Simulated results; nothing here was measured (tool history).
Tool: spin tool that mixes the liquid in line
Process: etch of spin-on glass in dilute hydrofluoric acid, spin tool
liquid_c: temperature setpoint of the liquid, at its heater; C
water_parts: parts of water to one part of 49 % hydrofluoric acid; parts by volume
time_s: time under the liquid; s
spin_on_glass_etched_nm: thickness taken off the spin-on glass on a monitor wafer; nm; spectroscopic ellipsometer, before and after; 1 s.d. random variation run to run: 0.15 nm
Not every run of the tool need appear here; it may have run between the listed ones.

{"run": 1, "hour": 0.0, "liquid_c": 22, "water_parts": 270, "time_s": 115, "spin_on_glass_etched_nm": 13.902}
{"run": 2, "hour": 2.3, "liquid_c": 23, "water_parts": 270, "time_s": 115, "spin_on_glass_etched_nm": 14.232}
{"run": 3, "hour": 4.8, "liquid_c": 24, "water_parts": 270, "time_s": 115, "spin_on_glass_etched_nm": 14.921}
{"run": 4, "hour": 7.0, "liquid_c": 21, "water_parts": 270, "time_s": 115, "spin_on_glass_etched_nm": 13.28}
{"run": 5, "hour": 14.1, "liquid_c": 21, "water_parts": 270, "time_s": 115, "spin_on_glass_etched_nm": 13.55}
{"run": 6, "hour": 21.5, "liquid_c": 22.5, "water_parts": 270, "time_s": 115, "spin_on_glass_etched_nm": 14.017}
{"run": 7, "hour": 26.2, "liquid_c": 23.5, "water_parts": 270, "time_s": 115, "spin_on_glass_etched_nm": 14.516}
{"run": 8, "hour": 33.9, "liquid_c": 24.5, "water_parts": 270, "time_s": 115, "spin_on_glass_etched_nm": 15.064}
{"run": 9, "hour": 42.2, "liquid_c": 25.5, "water_parts": 270, "time_s": 115, "spin_on_glass_etched_nm": 15.798}
{"run": 10, "hour": 47.5, "liquid_c": 26, "water_parts": 270, "time_s": 115, "spin_on_glass_etched_nm": 16.002}
{"run": 11, "hour": 51.7, "liquid_c": 26.5, "water_parts": 270, "time_s": 115, "spin_on_glass_etched_nm": 16.292}
{"run": 12, "hour": 53.4, "liquid_c": 27, "water_parts": 270, "time_s": 115, "spin_on_glass_etched_nm": 16.513}

Run 13 is up next; what results do you expect?
{"run": 13, "hour": 54.8, "liquid_c": 27.5, "water_parts": 270, "time_s": 115, "spin_on_glass_etched_nm": "?"}

{"run 13": {"spin_on_glass_etched_nm": 16.947}}
